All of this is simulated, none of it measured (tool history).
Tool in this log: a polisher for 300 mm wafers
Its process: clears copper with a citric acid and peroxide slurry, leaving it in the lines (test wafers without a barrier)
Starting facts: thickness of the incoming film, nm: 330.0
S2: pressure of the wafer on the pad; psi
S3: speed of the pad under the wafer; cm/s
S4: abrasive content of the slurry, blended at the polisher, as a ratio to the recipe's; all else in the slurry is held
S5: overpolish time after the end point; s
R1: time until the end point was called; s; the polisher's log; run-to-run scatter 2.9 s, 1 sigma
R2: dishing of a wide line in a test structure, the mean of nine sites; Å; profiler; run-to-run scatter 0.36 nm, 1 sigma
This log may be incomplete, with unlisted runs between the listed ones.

run 1 day=0 | flow_of_slurry_(ml/min)=270 S2=3.2 S3=98 S4=1 S5=16 | R1=148.77 R2=238.77
run 2 day=0.158 | flow_of_slurry_(ml/min)=270 S2=3.2 S3=98 S4=1 S5=9 | R1=151.04 R2=136.78
run 3 day=0.45 | flow_of_slurry_(ml/min)=330 S2=3.2 S3=98 S4=1 S5=9 | R1=147.62 R2=139.72
run 4 day=0.592 | flow_of_slurry_(ml/min)=330 S2=3.2 S3=98 S4=1 S5=5 | R1=144.14 R2=77.488
run 5 day=0.846 | flow_of_slurry_(ml/min)=315 S2=3.1 S3=102 S4=1 S5=7 | R1=144 R2=108.19
run 6 day=0.971 | flow_of_slurry_(ml/min)=315 S2=3.1 S3=102 S4=1.15 S5=7 | R1=146.29 R2=110.23
run 7 day=1.15 | flow_of_slurry_(ml/min)=305 S2=3 S3=104 S4=1.2 S5=9 | R1=146.53 R2=139.3
run 8 day=1.354 | flow_of_slurry_(ml/min)=295 S2=2.9 S3=106 S4=1.25 S5=10 | R1=145.91 R2=155.56

The next listed run, before its measurement:
run 9 day=1.65 | flow_of_slurry_(ml/min)=285 S2=2.8 S3=106 S4=1.3 S5=11 | R1=? R2=?

R1: 154.39 s
R2: 162.26 Å
